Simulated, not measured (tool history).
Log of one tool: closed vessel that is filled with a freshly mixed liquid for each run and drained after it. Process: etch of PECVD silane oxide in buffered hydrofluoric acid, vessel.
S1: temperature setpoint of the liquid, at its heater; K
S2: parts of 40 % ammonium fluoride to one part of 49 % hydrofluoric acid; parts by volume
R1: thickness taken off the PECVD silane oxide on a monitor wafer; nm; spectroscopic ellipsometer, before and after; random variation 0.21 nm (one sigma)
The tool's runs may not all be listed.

Run 1, hour 0.0: S1 293.15 K, S2 16.5 parts by volume, time in the liquid (s) 90. Result: R1 94.690 nm.
Run 2, hour 2.5: S1 290.15 K, S2 16.5 parts by volume, time in the liquid (s) 90. Result: R1 79.463 nm.
Run 3, hour 4.3: S1 290.15 K, S2 12.0 parts by volume, time in the liquid (s) 90. Result: R1 109.270 nm.
Run 4, hour 5.4: S1 290.15 K, S2 12.0 parts by volume, time in the liquid (s) 90. Result: R1 109.450 nm.
Run 5, hour 13.7: S1 290.15 K, S2 12.0 parts by volume, time in the liquid (s) 90. Result: R1 109.250 nm.
Run 6, hour 19.4: S1 290.15 K, S2 12.0 parts by volume, time in the liquid (s) 90. Result: R1 109.230 nm.
Run 7, hour 27.0: S1 290.15 K, S2 14.0 parts by volume, time in the liquid (s) 90. Result: R1 93.686 nm.
Run 8, hour 28.3: S1 290.15 K, S2 19.0 parts by volume, time in the liquid (s) 90. Result: R1 69.460 nm.
Run 9, hour 31.0: S1 290.15 K, S2 19.5 parts by volume, time in the liquid (s) 90. Result: R1 67.640 nm.

Forecast run 10:
At hour 39.6: thermometer replaced.
Run 10, hour 39.6: S1 290.15 K, S2 20.0 parts by volume, time in the liquid (s) 90. Result: R1 ?.

{"run 10": {"R1": 72.47}}

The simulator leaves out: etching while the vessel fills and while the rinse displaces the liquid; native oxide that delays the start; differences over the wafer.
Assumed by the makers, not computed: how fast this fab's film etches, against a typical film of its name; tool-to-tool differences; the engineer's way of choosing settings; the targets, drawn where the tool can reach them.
